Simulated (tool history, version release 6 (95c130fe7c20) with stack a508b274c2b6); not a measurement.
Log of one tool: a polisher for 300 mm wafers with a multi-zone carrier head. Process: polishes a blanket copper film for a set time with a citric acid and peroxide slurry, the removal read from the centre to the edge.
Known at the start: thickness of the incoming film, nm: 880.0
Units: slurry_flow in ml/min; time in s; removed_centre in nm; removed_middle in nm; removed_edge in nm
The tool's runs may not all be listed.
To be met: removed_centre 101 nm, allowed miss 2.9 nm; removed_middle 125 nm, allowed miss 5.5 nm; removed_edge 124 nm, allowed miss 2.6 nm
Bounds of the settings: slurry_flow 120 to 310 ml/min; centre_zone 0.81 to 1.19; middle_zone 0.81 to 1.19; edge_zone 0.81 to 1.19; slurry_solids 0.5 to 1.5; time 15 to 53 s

run 1 hour=0 | slurry_flow=200 centre_zone=1 middle_zone=1 edge_zone=1 slurry_solids=1 time=34 | removed_centre=84.192 removed_middle=81.627 removed_edge=84.004
run 2 hour=1.6 | slurry_flow=205 centre_zone=0.98 middle_zone=1.02 edge_zone=1.02 slurry_solids=1.05 time=35 | removed_centre=85.756 removed_middle=88.904 removed_edge=87.877
run 3 hour=6.9 | slurry_flow=205 centre_zone=0.98 middle_zone=1.02 edge_zone=0.97 slurry_solids=1.05 time=35 | removed_centre=85.745 removed_middle=88.454 removed_edge=86.477
run 4 hour=8.4 | slurry_flow=235 centre_zone=0.98 middle_zone=1.02 edge_zone=0.97 slurry_solids=1.05 time=35 | removed_centre=87.303 removed_middle=88.913 removed_edge=87.72
run 5 hour=11 | slurry_flow=240 centre_zone=0.96 middle_zone=1.02 edge_zone=1 slurry_solids=1.1 time=36 | removed_centre=89.583 removed_middle=93.887 removed_edge=92.082
run 6 hour=15.6 | slurry_flow=240 centre_zone=0.94 middle_zone=1.02 edge_zone=1.02 slurry_solids=1.15 time=37 | removed_centre=90.071 removed_middle=96.282 removed_edge=96.089
run 7 hour=20.6 | slurry_flow=240 centre_zone=0.93 middle_zone=1.03 edge_zone=1.04 slurry_solids=1.2 time=38 | removed_centre=93.264 removed_middle=100.11 removed_edge=102.61
-- hour=27.1 worn pad replaced by a new one
run 8 hour=27.1 | slurry_flow=240 centre_zone=0.93 middle_zone=1.05 edge_zone=1.06 slurry_solids=1.25 time=38 | removed_centre=106.59 removed_middle=113.7 removed_edge=117.16
run 9 hour=31.9 | slurry_flow=235 centre_zone=0.92 middle_zone=1.06 edge_zone=1.06 slurry_solids=1.25 time=38 | removed_centre=105.03 removed_middle=118.07 removed_edge=116.76

Which of these 5 next moves meets every target?
run A hour=36.7 | slurry_flow=205 centre_zone=0.85 middle_zone=1.11 edge_zone=1.11 slurry_solids=1.5 time=39 | removed_centre=? removed_middle=? removed_edge=?
run B hour=36.7 | slurry_flow=260 centre_zone=1.11 middle_zone=1.13 edge_zone=1 slurry_solids=1.2 time=36 | removed_centre=? removed_middle=? removed_edge=?
run C hour=36.7 | slurry_flow=215 centre_zone=0.94 middle_zone=1.12 edge_zone=1.05 slurry_solids=1.2 time=38 | removed_centre=? removed_middle=? removed_edge=?
run D hour=36.7 | slurry_flow=270 centre_zone=0.96 middle_zone=1.14 edge_zone=0.9 slurry_solids=1.35 time=37 | removed_centre=? removed_middle=? removed_edge=?
run E hour=36.7 | slurry_flow=215 centre_zone=0.94 middle_zone=1.12 edge_zone=1.13 slurry_solids=1.05 time=37 | removed_centre=? removed_middle=? removed_edge=?

move=A removed_centre=102.03 removed_middle=127.79 removed_edge=126.18
move=B removed_centre=118.96 removed_middle=118.18 removed_edge=108.33
move=C removed_centre=104.95 removed_middle=120.84 removed_edge=114.96
move=D removed_centre=110.14 removed_middle=125.91 removed_edge=108.78
move=E removed_centre=99.605 removed_middle=114.67 removed_edge=113.21
A: meets every target
B: further off than the last run
C: further off than the last run
D: further off than the last run
E: further off than the last run
Answer: A

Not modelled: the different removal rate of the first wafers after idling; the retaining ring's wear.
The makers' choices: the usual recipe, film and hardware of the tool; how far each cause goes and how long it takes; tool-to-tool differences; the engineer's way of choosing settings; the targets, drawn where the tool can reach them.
